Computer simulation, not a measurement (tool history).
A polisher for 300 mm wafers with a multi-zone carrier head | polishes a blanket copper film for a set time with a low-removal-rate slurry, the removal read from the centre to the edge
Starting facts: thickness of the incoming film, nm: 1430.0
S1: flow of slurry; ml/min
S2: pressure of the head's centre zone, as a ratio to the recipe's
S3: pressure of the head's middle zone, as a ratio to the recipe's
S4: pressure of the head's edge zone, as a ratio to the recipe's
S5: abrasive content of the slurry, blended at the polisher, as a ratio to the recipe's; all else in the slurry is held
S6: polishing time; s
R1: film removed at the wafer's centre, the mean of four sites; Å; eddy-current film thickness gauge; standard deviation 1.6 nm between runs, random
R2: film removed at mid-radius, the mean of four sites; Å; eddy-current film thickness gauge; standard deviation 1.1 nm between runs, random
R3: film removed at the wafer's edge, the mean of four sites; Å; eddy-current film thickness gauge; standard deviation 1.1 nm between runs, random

run  hour   S1    S2    S3    S4    S5  S6      R1      R2      R3
  1   0.0  215  1.00  1.00  1.00  1.00  48  1997.5  1928.4  2106.9
  2   6.1  215  1.00  1.00  1.00  1.00  55  2258.7  2256.2  2437.6
  3  13.0  215  1.04  1.00  1.00  1.00  55  2346.1  2254.6  2424.2
  4  21.7  205  1.01  0.98  0.98  0.90  54  2167.6  2095.2  2266.4
  5  23.9  165  1.01  0.98  0.98  0.90  54  2101.6  2008.8  2217.9
     24.8  -- edge zone pressure recalibrated
  6  24.8  165  1.01  1.06  0.98  0.90  54  2091.8  2143.8  2088.5

Run 7 has not been measured yet. What should we expect?
  7  31.6  160  0.99  1.03  0.96  0.85  53   ?   ?   ?

Logged for run 7: R1 1977.3 Å, R2 2026.2 Å, R3 2017.5 Å.
